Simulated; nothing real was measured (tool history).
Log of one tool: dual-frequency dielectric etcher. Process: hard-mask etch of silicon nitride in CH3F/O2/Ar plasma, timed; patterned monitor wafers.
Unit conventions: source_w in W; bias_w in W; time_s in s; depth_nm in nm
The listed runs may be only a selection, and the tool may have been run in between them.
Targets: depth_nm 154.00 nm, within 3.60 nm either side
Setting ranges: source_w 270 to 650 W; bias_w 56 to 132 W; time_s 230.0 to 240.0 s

run,day,source_w,bias_w,time_s,depth_nm
1,0.000,460,94,230.0,186.97
2,0.308,420,90,230.0,179.39
3,0.504,390,86,230.0,169.87
4,0.650,390,86,230.0,171.47
5,0.992,390,73,230.0,160.97
6,1.225,390,73,240.0,167.08
7,1.338,370,72,240.0,164.45
8,1.575,370,72,240.0,165.58
9,1.667,350,71,240.0,160.72
10,1.850,340,71,240.0,160.13

Which single option among these 5 for the next run brings every result within its allowed miss of target? Just one does.
A,2.033,340,84,237.5,?
B,2.033,350,73,240.0,?
C,2.033,360,74,237.0,?
D,2.033,340,58,232.0,?
E,2.033,310,81,232.0,?

move,depth_nm
A,164.91
B,161.15
C,161.64
D,143.55
E,153.40
A: further off than the last run
B: further off than the last run
C: further off than the last run
D: the result that was furthest off in the last run now lies on the other side of its target
E: meets every target
E is the move that brings every result within its allowed miss.
